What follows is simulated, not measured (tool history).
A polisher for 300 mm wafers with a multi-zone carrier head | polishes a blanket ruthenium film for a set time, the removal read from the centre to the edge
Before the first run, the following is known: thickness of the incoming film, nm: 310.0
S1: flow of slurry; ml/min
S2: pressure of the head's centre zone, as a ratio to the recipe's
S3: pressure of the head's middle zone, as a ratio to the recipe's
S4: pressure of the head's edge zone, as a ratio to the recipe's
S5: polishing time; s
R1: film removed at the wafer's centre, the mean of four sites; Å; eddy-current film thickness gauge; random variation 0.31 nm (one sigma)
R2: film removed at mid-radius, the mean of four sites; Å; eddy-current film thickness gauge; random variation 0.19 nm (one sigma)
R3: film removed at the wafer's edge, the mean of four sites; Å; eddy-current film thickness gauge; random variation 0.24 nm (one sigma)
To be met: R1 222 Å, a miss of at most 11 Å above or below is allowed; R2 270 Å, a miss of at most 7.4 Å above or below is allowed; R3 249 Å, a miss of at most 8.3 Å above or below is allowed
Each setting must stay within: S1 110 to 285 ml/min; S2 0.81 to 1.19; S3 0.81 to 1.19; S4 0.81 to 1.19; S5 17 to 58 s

{"run": 1, "hour": 0.0, "S1": 180, "S2": 1, "S3": 1, "S4": 1, "S5": 37, "R1": 424.33, "R2": 427.2, "R3": 423.5}
{"run": 2, "hour": 1.7, "S1": 170, "S2": 0.96, "S3": 1, "S4": 0.97, "S5": 33, "R1": 351.77, "R2": 374, "R3": 372.87}
{"run": 3, "hour": 6.7, "S1": 170, "S2": 0.99, "S3": 1, "S4": 0.97, "S5": 33, "R1": 363.42, "R2": 373.23, "R3": 371.84}
{"run": 4, "hour": 12.9, "S1": 170, "S2": 0.99, "S3": 0.97, "S4": 0.97, "S5": 33, "R1": 364.15, "R2": 371.67, "R3": 374.17}
{"hour": 15.1, "done": "slurry nozzle cleaned"}
{"run": 5, "hour": 15.1, "S1": 170, "S2": 0.95, "S3": 0.97, "S4": 0.97, "S5": 33, "R1": 378.53, "R2": 391.79, "R3": 390.98}
{"run": 6, "hour": 22.0, "S1": 155, "S2": 0.97, "S3": 1.03, "S4": 0.95, "S5": 32, "R1": 363.72, "R2": 386.69, "R3": 373.81}
{"run": 7, "hour": 28.2, "S1": 170, "S2": 0.94, "S3": 1.03, "S4": 0.93, "S5": 28, "R1": 314.46, "R2": 349.1, "R3": 322.58}
{"run": 8, "hour": 32.2, "S1": 170, "S2": 0.91, "S3": 1.02, "S4": 0.94, "S5": 25, "R1": 266.12, "R2": 302.52, "R3": 292.64}
{"run": 9, "hour": 38.0, "S1": 175, "S2": 0.9, "S3": 1.03, "S4": 0.94, "S5": 24, "R1": 257.01, "R2": 300.14, "R3": 283.19}
{"run": 10, "hour": 39.2, "S1": 180, "S2": 0.89, "S3": 1.03, "S4": 0.94, "S5": 23, "R1": 242.85, "R2": 286.36, "R3": 268.89}

Pick the move, out of 5, that brings all results within their allowed miss; only one does.
{"run": "A", "hour": 40.4, "S1": 180, "S2": 0.93, "S3": 1.15, "S4": 0.86, "S5": 20, "R1": "?", "R2": "?", "R3": "?"}
{"run": "B", "hour": 40.4, "S1": 240, "S2": 0.84, "S3": 1.03, "S4": 0.9, "S5": 21, "R1": "?", "R2": "?", "R3": "?"}
{"run": "C", "hour": 40.4, "S1": 195, "S2": 1.01, "S3": 0.96, "S4": 0.95, "S5": 21, "R1": "?", "R2": "?", "R3": "?"}
{"run": "D", "hour": 40.4, "S1": 205, "S2": 0.9, "S3": 1.1, "S4": 0.82, "S5": 20, "R1": "?", "R2": "?", "R3": "?"}
{"run": "E", "hour": 40.4, "S1": 200, "S2": 1, "S3": 0.98, "S4": 0.81, "S5": 21, "R1": "?", "R2": "?", "R3": "?"}

move=A R1=221.1 R2=273.14 R3=224.42
move=B R1=219.26 R2=273.1 R3=247.71
move=C R1=255.62 R2=250.46 R3=248.04
move=D R1=218.76 R2=268.72 R3=223.85
move=E R1=254.19 R2=255.69 R3=233.69
A: the result that was furthest off in the last run now lies on the other side of its target
B: all results land within tolerance of their targets
C: the furthest-off result lands on target, but another misses its tolerance
D: the result that was furthest off in the last run now lies on the other side of its target
E: the result that was furthest off in the last run now lies on the other side of its target
The move that meets every target is B.

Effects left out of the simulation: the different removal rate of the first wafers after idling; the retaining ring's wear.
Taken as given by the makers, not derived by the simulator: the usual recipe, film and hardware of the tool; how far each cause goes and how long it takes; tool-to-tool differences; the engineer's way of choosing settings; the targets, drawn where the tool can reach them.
